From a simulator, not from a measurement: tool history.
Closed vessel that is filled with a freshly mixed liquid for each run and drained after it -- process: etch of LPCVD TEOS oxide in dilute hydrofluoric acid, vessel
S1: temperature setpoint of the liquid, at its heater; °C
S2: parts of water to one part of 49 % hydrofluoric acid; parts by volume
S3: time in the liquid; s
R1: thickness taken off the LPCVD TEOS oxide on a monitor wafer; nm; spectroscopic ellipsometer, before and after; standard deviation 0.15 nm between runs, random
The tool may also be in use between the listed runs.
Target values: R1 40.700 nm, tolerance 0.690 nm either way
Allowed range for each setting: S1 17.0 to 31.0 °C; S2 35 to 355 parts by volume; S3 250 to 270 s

| run | hour | S1 | S2 | S3 | R1 |
|---|---|---|---|---|---|
| 1 | 0.0 | 23.0 | 195 | 250 | 30.845 |
| 2 | 3.5 | 24.5 | 195 | 250 | 32.741 |
| 3 | 11.9 | 25.5 | 195 | 250 | 33.790 |
| 4 | 17.6 | 26.5 | 195 | 250 | 35.070 |
| 5 | 22.5 | 26.5 | 195 | 250 | 35.038 |
| 6 | 29.0 | 29.0 | 195 | 250 | 38.404 |
| 7 | 38.3 | 29.5 | 195 | 250 | 39.076 |
| 8 | 41.1 | 30.0 | 195 | 250 | 39.695 |

4 candidate next runs follow, results not yet known. Just one meets every target within its allowed miss. Identify it.
| A | 43.9 | 29.0 | 195 | 250 | ? |
| B | 43.9 | 29.0 | 190 | 270 | ? |
| C | 43.9 | 27.5 | 185 | 270 | ? |
| D | 43.9 | 28.0 | 180 | 250 | ? |

| move | R1 |
|---|---|
| A | 38.291 |
| B | 42.701 |
| C | 41.826 |
| D | 40.767 |
A: its largest miss is bigger than the last run's
B: takes the result that was furthest off past its target
C: takes the result that was furthest off past its target
D: each result inside its tolerance
D is the move that brings every result within its allowed miss.

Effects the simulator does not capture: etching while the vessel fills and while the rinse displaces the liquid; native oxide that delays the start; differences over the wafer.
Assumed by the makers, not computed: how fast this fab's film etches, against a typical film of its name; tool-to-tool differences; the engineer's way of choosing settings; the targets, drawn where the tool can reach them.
